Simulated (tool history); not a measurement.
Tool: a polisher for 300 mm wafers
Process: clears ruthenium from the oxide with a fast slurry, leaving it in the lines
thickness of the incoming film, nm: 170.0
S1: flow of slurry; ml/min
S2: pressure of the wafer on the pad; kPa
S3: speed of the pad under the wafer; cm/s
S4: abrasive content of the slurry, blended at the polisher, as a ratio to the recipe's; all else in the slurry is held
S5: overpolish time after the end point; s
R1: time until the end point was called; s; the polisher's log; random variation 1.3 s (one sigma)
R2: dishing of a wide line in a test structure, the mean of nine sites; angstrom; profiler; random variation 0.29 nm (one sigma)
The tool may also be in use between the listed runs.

| run | hour | S1 | S2 | S3 | S4 | S5 | R1 | R2 |
|---|---|---|---|---|---|---|---|---|
| 1 | 0.0 | 260 | 21.4 | 86 | 1.0 | 10 | 57.016 | 242.71 |
| 2 | 3.9 | 260 | 21.4 | 98 | 1.0 | 10 | 49.739 | 271.38 |
| 3 | 7.7 | 260 | 20.0 | 98 | 1.0 | 10 | 52.623 | 250.18 |
| 4 | 15.3 | 295 | 20.0 | 98 | 1.0 | 10 | 52.385 | 263.06 |
| 5 | 20.7 | 330 | 20.0 | 98 | 1.0 | 10 | 52.937 | 259.27 |
| 6 | 26.1 | 330 | 20.0 | 90 | 1.0 | 10 | 55.079 | 243.84 |
| 7 | 31.8 | 330 | 18.6 | 90 | 1.0 | 10 | 58.255 | 228.09 |
| 8 | 38.7 | 330 | 17.2 | 90 | 1.0 | 10 | 64.228 | 209.13 |

The next listed run, before its measurement:
| 9 | 42.7 | 330 | 16.5 | 90 | 1.0 | 10 | ? | ? |

Run 9 gave R1 66.946 s, R2 207.06 angstrom.
